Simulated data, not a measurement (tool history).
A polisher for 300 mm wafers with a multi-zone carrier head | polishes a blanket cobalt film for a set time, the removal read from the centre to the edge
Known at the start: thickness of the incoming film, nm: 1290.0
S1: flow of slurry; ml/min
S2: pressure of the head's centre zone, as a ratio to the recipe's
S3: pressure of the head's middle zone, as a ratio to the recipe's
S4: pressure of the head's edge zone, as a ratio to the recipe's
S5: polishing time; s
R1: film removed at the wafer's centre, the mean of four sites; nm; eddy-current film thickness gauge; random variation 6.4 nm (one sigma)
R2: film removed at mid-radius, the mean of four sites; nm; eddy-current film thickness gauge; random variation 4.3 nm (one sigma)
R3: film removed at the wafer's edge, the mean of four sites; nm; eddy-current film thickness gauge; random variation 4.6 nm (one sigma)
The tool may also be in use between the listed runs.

run	hour	S1	S2	S3	S4	S5	R1	R2	R3
1	0	270	1	1	1	52	298.41	290.42	291.82
2	1.1	270	1	1	1	41	234.07	228.96	231.18
3	8.2	275	1.02	0.98	1.04	48	277.26	267.23	276.44
4	12.8	275	1.02	0.98	1.04	59	341.21	329.97	337.84
5	19.2	275	1.02	0.98	1.01	59	348.51	317.82	332.33
# hour 21: worn pad replaced by a new one
6	21	280	1.04	0.96	1.04	62	400.97	365.64	389.91

The next listed run, before its measurement:
7	29.3	300	1.05	0.94	1.05	62	?	?	?

R1: 425.19 nm
R2: 369.77 nm
R3: 383.57 nm

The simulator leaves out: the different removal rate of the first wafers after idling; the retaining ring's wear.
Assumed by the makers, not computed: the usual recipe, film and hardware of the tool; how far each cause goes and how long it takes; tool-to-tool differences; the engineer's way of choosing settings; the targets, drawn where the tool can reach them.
